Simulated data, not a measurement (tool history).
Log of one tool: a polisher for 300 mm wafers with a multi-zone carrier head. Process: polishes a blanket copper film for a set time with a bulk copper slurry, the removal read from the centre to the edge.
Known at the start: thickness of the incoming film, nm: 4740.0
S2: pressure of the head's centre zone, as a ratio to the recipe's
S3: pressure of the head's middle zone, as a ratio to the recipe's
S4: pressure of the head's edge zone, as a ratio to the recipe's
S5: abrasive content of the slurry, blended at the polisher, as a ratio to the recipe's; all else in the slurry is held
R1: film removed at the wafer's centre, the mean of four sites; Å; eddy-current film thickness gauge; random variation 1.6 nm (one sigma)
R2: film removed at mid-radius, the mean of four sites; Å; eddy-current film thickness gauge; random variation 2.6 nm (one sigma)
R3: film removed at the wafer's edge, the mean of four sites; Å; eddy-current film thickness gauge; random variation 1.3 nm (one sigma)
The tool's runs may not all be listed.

run 1 hour=0.0 | flow_of_slurry_(ml/min)=170 S2=1.00 S3=1.00 S4=1.00 S5=1.00 polishing_time_(s)=34 | R1=3312.3 R2=3263.2 R3=3306.2
run 2 hour=5.3 | flow_of_slurry_(ml/min)=165 S2=0.98 S3=0.99 S4=0.99 S5=0.95 polishing_time_(s)=33 | R1=3014.8 R2=3074.3 R3=3130.0
run 3 hour=14.0 | flow_of_slurry_(ml/min)=165 S2=0.98 S3=0.99 S4=0.99 S5=0.95 polishing_time_(s)=26 | R1=2366.0 R2=2437.5 R3=2445.2
run 4 hour=17.8 | flow_of_slurry_(ml/min)=165 S2=0.98 S3=0.99 S4=0.99 S5=0.95 polishing_time_(s)=33 | R1=2963.6 R2=3057.5 R3=3142.4
-- hour=21.2 edge zone pressure recalibrated
run 5 hour=21.2 | flow_of_slurry_(ml/min)=205 S2=0.98 S3=0.99 S4=0.99 S5=0.95 polishing_time_(s)=33 | R1=3113.6 R2=3223.2 R3=3088.6
run 6 hour=24.6 | flow_of_slurry_(ml/min)=200 S2=0.97 S3=0.97 S4=0.98 S5=0.90 polishing_time_(s)=32 | R1=2996.8 R2=2925.6 R3=2963.8
run 7 hour=29.5 | flow_of_slurry_(ml/min)=200 S2=0.95 S3=0.97 S4=0.97 S5=0.85 polishing_time_(s)=31 | R1=2713.9 R2=2748.2 R3=2749.0

Forecast run 8:
run 8 hour=32.7 | flow_of_slurry_(ml/min)=150 S2=0.85 S3=0.87 S4=0.87 S5=0.60 polishing_time_(s)=30 | R1=? R2=? R3=?

Run 8 gave R1 1977.2 Å, R2 2063.9 Å, R3 2150.1 Å.
